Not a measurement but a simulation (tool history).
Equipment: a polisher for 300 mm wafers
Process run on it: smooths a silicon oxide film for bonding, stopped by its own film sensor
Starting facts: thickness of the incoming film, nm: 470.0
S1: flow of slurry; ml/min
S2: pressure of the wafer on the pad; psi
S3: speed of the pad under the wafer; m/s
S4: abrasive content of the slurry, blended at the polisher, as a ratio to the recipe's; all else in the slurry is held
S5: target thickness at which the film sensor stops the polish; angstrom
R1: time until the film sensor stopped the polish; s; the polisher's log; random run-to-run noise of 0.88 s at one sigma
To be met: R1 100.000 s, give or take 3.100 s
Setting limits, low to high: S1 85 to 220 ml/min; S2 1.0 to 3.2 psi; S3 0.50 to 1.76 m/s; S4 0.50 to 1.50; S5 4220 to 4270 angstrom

Run 1, hour 0.0: S1 140 ml/min, S2 2.1 psi, S3 1.12 m/s, S4 1.00, S5 4220 angstrom. Result: R1 70.040 s.
Run 2, hour 1.6: S1 135 ml/min, S2 1.9 psi, S3 1.12 m/s, S4 1.00, S5 4220 angstrom. Result: R1 78.076 s.
Run 3, hour 8.5: S1 135 ml/min, S2 1.9 psi, S3 1.40 m/s, S4 1.00, S5 4220 angstrom. Result: R1 64.071 s.
Run 4, hour 15.9: S1 130 ml/min, S2 1.6 psi, S3 1.40 m/s, S4 1.00, S5 4220 angstrom. Result: R1 71.937 s.
Run 5, hour 19.2: S1 125 ml/min, S2 1.4 psi, S3 1.36 m/s, S4 1.00, S5 4220 angstrom. Result: R1 80.954 s.
Run 6, hour 22.7: S1 90 ml/min, S2 1.4 psi, S3 1.36 m/s, S4 1.00, S5 4220 angstrom. Result: R1 87.065 s.
Run 7, hour 24.9: S1 90 ml/min, S2 1.3 psi, S3 1.36 m/s, S4 1.00, S5 4220 angstrom. Result: R1 90.478 s.
Run 8, hour 30.4: S1 90 ml/min, S2 1.2 psi, S3 1.36 m/s, S4 1.00, S5 4220 angstrom. Result: R1 95.151 s.

Exactly one of the 4 candidate moves below puts every result within its allowed miss. Which one?
Run A, hour 35.9: S1 100 ml/min, S2 1.1 psi, S3 1.44 m/s, S4 0.90, S5 4230 angstrom. Result: R1 ?.
Run B, hour 35.9: S1 85 ml/min, S2 1.0 psi, S3 1.46 m/s, S4 1.15, S5 4220 angstrom. Result: R1 ?.
Run C, hour 35.9: S1 95 ml/min, S2 1.6 psi, S3 1.28 m/s, S4 0.90, S5 4250 angstrom. Result: R1 ?.
Run D, hour 35.9: S1 90 ml/min, S2 1.1 psi, S3 1.46 m/s, S4 0.95, S5 4260 angstrom. Result: R1 ?.

move       R1
   A  102.380
   B   95.812
   C   85.608
   D   92.889
A: meets every target
B: closer than the last run, but not yet in spec
C: lands further from the targets than the last run did
D: lands further from the targets than the last run did
So the answer is move A, the one that meets all the targets.
